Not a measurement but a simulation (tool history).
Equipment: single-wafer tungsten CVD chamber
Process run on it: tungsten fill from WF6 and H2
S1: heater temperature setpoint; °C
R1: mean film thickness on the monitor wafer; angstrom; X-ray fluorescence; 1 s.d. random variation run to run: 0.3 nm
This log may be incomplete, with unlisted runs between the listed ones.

{"run": 1, "hour": 0.0, "S1": 375, "chamber pressure (Pa)": 6359, "deposition time (s)": 28.2, "R1": 662.89}
{"run": 2, "hour": 4.3, "S1": 372, "chamber pressure (Pa)": 6346, "deposition time (s)": 28.2, "R1": 610.89}
{"run": 3, "hour": 9.6, "S1": 364, "chamber pressure (Pa)": 6346, "deposition time (s)": 28.2, "R1": 496.48}
{"run": 4, "hour": 18.4, "S1": 365, "chamber pressure (Pa)": 6346, "deposition time (s)": 28.2, "R1": 518.88}
{"run": 5, "hour": 22.5, "S1": 365, "chamber pressure (Pa)": 6346, "deposition time (s)": 26.9, "R1": 492.26}
{"run": 6, "hour": 26.4, "S1": 366, "chamber pressure (Pa)": 6346, "deposition time (s)": 26.9, "R1": 504.75}
{"run": 7, "hour": 29.9, "S1": 367, "chamber pressure (Pa)": 6346, "deposition time (s)": 26.9, "R1": 513.63}

Run 8, settings as shown, results not yet in. Your forecast:
{"run": 8, "hour": 38.6, "S1": 368, "chamber pressure (Pa)": 6346, "deposition time (s)": 26.9, "R1": "?"}

R1: 531.27 angstrom
